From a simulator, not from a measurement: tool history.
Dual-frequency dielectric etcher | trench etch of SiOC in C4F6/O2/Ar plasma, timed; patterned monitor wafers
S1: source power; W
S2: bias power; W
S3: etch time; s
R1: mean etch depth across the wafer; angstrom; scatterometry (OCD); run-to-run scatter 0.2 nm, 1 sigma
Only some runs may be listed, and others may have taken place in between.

Run 1, day 0: S1 400 W, S2 150 W, S3 14.5 s. Result: R1 282.1 angstrom.
Run 2, day 0.179: S1 400 W, S2 150 W, S3 13 s. Result: R1 252.98 angstrom.
Run 3, day 0.462: S1 440 W, S2 164 W, S3 13 s. Result: R1 268.63 angstrom.
Run 4, day 0.538: S1 440 W, S2 152 W, S3 13 s. Result: R1 266.28 angstrom.
Run 5, day 0.792: S1 470 W, S2 162 W, S3 13.5 s. Result: R1 287.59 angstrom.
Run 6, day 0.996: S1 490 W, S2 167 W, S3 13.5 s. Result: R1 292.5 angstrom.
Run 7, day 1.142: S1 510 W, S2 173 W, S3 13.5 s. Result: R1 301.05 angstrom.
Run 8, day 1.408: S1 520 W, S2 178 W, S3 13.5 s. Result: R1 304.76 angstrom.

Run 9, settings as shown, results not yet in. Your forecast:
Run 9, day 1.608: S1 530 W, S2 182 W, S3 13.5 s. Result: R1 ?.

R1: 308.93 angstrom
